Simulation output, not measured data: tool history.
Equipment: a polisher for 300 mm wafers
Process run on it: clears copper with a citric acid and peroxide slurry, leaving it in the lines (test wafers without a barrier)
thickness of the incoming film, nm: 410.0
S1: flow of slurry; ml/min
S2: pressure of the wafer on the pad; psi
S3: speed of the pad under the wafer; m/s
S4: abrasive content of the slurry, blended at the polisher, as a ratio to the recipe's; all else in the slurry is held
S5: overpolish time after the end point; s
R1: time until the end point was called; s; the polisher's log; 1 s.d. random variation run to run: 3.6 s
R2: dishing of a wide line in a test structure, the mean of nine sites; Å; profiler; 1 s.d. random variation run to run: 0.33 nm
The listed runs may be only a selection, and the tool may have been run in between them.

run	hour	S1	S2	S3	S4	S5	R1	R2
1	0	280	3.1	1.18	1	13	173.2	221.79
2	7.1	280	3.1	0.9	1	13	213.16	189.58
3	7.7	280	3.1	1.12	1	13	175.35	218.13
4	13.9	280	3.1	1.12	0.8	13	191.38	200.33
5	21	280	3.1	1.12	0.8	18	196.43	280.07
6	27.4	280	3	1.12	0.8	18	199.46	265.75

The next listed run, before its measurement:
7	36.1	280	2.9	1.12	0.8	18	?	?

R1: 202.85 s
R2: 252.61 Å
